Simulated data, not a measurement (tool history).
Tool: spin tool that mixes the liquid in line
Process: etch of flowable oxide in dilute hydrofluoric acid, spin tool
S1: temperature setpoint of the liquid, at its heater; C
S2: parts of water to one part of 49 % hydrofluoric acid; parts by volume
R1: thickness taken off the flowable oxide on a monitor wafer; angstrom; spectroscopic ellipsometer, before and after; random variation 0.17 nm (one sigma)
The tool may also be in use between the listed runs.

run 1 hour=0 | S1=25 S2=240 time_under_the_liquid_(s)=100 | R1=112.64
run 2 hour=0.8 | S1=27 S2=225 time_under_the_liquid_(s)=100 | R1=130.73
run 3 hour=7 | S1=27 S2=275 time_under_the_liquid_(s)=100 | R1=100.71
run 4 hour=10.3 | S1=28.5 S2=250 time_under_the_liquid_(s)=100 | R1=119.91
run 5 hour=14.6 | S1=28.5 S2=250 time_under_the_liquid_(s)=80 | R1=93.69
-- hour=15.6 hydrofluoric acid flow meter replaced
run 6 hour=15.6 | S1=28.5 S2=210 time_under_the_liquid_(s)=80 | R1=130.17
run 7 hour=20.3 | S1=29.5 S2=195 time_under_the_liquid_(s)=80 | R1=149.51

Forecast run 8:
run 8 hour=21.3 | S1=33 S2=170 time_under_the_liquid_(s)=80 | R1=?

{"run 8": {"R1": 199.82}}
